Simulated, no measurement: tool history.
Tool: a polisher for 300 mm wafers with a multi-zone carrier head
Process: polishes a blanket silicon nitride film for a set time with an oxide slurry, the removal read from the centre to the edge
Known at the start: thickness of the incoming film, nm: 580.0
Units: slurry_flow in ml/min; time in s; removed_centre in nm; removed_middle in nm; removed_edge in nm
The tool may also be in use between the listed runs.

run  hour  slurry_flow  centre_zone  middle_zone  edge_zone  slurry_solids  time  removed_centre  removed_middle  removed_edge
  1     0          255            1            1          1              1    47          26.518          27.336        25.778
  2   5.8          240            1            1       0.96              1    47          25.979          26.236        24.927
  3   7.7          240            1            1       0.96           1.15    47          28.269          28.889        27.326
  4  10.2          235            1         1.01       0.92            1.1    47           27.54            29.1        26.079
  5  16.6          225            1            1       0.89           1.05    47           26.54          26.653        24.935
  6  18.6          225            1         1.03       0.89           1.05    47          26.553          27.335        24.633

Forecast run 7:
  7  23.7          180         1.01         1.01       0.81              1    47               ?               ?             ?

Run 7 gave removed_centre 24.755 nm, removed_middle 25.505 nm, removed_edge 22.637 nm.
